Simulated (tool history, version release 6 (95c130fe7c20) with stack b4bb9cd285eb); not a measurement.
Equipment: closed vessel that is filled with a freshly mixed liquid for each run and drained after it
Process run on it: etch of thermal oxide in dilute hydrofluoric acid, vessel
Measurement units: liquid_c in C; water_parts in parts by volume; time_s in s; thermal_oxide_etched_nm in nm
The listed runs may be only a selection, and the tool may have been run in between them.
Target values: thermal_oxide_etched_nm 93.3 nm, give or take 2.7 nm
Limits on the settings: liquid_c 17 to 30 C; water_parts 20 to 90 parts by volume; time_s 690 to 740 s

Run 1, day 0: liquid_c 22 C, water_parts 50 parts by volume, time_s 690 s. Result: thermal_oxide_etched_nm 58.737 nm.
Run 2, day 0.067: liquid_c 22 C, water_parts 50 parts by volume, time_s 740 s. Result: thermal_oxide_etched_nm 63.724 nm.
Run 3, day 0.338: liquid_c 24 C, water_parts 50 parts by volume, time_s 740 s. Result: thermal_oxide_etched_nm 69.375 nm.
Run 4, day 0.5: liquid_c 25.5 C, water_parts 50 parts by volume, time_s 740 s. Result: thermal_oxide_etched_nm 73.054 nm.
Run 5, day 0.879: liquid_c 26.5 C, water_parts 50 parts by volume, time_s 740 s. Result: thermal_oxide_etched_nm 77.388 nm.
Run 6, day 1.233: liquid_c 29 C, water_parts 50 parts by volume, time_s 740 s. Result: thermal_oxide_etched_nm 85.088 nm.
Run 7, day 1.617: liquid_c 29 C, water_parts 50 parts by volume, time_s 740 s. Result: thermal_oxide_etched_nm 83.864 nm.
Run 8, day 1.992: liquid_c 29.5 C, water_parts 50 parts by volume, time_s 740 s. Result: thermal_oxide_etched_nm 86.698 nm.
Run 9, day 2.262: liquid_c 30 C, water_parts 50 parts by volume, time_s 740 s. Result: thermal_oxide_etched_nm 88.55 nm.
Run 10, day 2.608: liquid_c 30 C, water_parts 45 parts by volume, time_s 740 s. Result: thermal_oxide_etched_nm 97.328 nm.
Run 11, day 2.825: liquid_c 29.5 C, water_parts 45 parts by volume, time_s 740 s. Result: thermal_oxide_etched_nm 97.517 nm.
Run 12, day 2.871: liquid_c 29.5 C, water_parts 45 parts by volume, time_s 740 s. Result: thermal_oxide_etched_nm 96.932 nm.

Next run, 4 choices. One meets every target within its allowed miss, the rest don't. Which?
Run A, day 2.917: liquid_c 30 C, water_parts 45 parts by volume, time_s 740 s. Result: thermal_oxide_etched_nm ?.
Run B, day 2.917: liquid_c 30 C, water_parts 50 parts by volume, time_s 730 s. Result: thermal_oxide_etched_nm ?.
Run C, day 2.917: liquid_c 30 C, water_parts 45 parts by volume, time_s 705 s. Result: thermal_oxide_etched_nm ?.
Run D, day 2.917: liquid_c 28.5 C, water_parts 45 parts by volume, time_s 695 s. Result: thermal_oxide_etched_nm ?.

move  thermal_oxide_etched_nm
   A                   99.053
   B                   87.267
   C                   94.368
   D                   87.657
A: the biggest miss grows against the last run
B: takes the biggest miss from the last run beyond its target
C: all results land within tolerance of their targets
D: takes the biggest miss from the last run beyond its target
The move that meets every target is C.
